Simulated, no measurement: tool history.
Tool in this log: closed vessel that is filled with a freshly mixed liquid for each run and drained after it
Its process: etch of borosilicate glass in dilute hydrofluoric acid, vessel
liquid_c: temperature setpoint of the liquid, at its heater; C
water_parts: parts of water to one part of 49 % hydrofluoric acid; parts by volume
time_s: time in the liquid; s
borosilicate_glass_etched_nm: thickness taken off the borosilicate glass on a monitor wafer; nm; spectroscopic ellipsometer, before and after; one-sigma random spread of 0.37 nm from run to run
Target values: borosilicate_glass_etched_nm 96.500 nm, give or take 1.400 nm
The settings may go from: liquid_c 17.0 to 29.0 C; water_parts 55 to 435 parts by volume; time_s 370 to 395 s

run,hour,liquid_c,water_parts,time_s,borosilicate_glass_etched_nm
1,0.0,21.0,245,370,37.228
2,6.8,24.5,245,370,42.218
3,12.7,24.5,245,395,45.378
4,17.6,24.5,210,395,54.807
5,20.6,26.0,185,395,67.564
6,22.3,27.0,170,395,77.317
7,23.8,29.0,140,395,104.490
8,24.3,29.0,140,395,103.920
9,32.9,28.5,140,395,102.690
10,41.3,28.0,140,395,101.470
11,43.4,27.5,140,395,98.978

Which one of the following 4 next-run settings gets every result inside its allowed miss? There is exactly one.
A,45.5,22.0,120,395,?
B,45.5,29.0,145,395,?
C,45.5,28.5,135,375,?
D,45.5,26.0,130,390,?

move,borosilicate_glass_etched_nm
A,96.598
B,101.280
C,102.720
D,101.650
A: every result within its allowed miss
B: misses by more than the last run did
C: misses by more than the last run did
D: misses by more than the last run did
So the answer is move A, the one that meets all the targets.

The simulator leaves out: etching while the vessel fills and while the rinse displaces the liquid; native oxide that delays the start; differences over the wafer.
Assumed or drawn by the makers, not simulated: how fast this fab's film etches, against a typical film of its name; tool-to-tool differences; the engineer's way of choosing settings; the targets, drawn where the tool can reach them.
